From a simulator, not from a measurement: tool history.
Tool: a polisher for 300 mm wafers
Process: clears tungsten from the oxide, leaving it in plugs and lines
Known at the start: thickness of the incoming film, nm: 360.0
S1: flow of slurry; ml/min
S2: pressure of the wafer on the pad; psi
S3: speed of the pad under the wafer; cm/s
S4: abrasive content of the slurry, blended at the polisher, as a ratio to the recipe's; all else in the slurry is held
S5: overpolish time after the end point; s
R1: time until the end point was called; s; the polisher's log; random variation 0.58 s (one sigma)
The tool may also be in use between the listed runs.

run,day,S1,S2,S3,S4,S5,R1
1,0,225,4.7,98,1,8,62.27
2,0.038,225,5.4,100,1,8,56.51
3,0.275,225,4.8,100,1,8,57.681
4,0.579,225,4,100,1,8,65.376
5,0.858,225,4,100,1,8,66.004
6,1.196,225,4.8,108,1,8,55.346
7,1.375,225,5.4,114,1,8,48.238
8,1.525,225,5.8,118,1,8,44.305
9,1.804,225,6.2,120,1,8,41.58

Run 10 comes next. What will it give?
10,1.854,225,6.5,122,1,8,?

{"run 10": {"R1": 39.186}}
